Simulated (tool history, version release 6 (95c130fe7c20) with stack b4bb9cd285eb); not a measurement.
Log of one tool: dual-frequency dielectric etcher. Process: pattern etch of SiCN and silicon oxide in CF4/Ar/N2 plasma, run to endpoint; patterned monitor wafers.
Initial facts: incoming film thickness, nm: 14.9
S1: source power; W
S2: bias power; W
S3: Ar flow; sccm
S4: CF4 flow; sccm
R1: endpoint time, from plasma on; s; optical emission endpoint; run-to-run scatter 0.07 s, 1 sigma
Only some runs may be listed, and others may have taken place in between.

run	hour	S1	S2	S3	S4	R1
1	0.0	570	78	126	50	14.538
2	1.9	570	73	126	50	15.197
3	5.2	600	73	126	50	14.236
4	9.4	560	73	126	50	15.247
5	11.6	560	59	126	50	16.355
6	18.7	590	60	126	50	15.736
7	24.7	620	62	125	50	14.601
8	33.4	640	62	125	50	14.203
9	34.2	660	63	125	50	13.648
10	35.1	680	63	125	50	13.385

What does the tool deliver on the next run?
11	37.2	680	63	125	50	?

{"run 11": {"R1": 13.514}}

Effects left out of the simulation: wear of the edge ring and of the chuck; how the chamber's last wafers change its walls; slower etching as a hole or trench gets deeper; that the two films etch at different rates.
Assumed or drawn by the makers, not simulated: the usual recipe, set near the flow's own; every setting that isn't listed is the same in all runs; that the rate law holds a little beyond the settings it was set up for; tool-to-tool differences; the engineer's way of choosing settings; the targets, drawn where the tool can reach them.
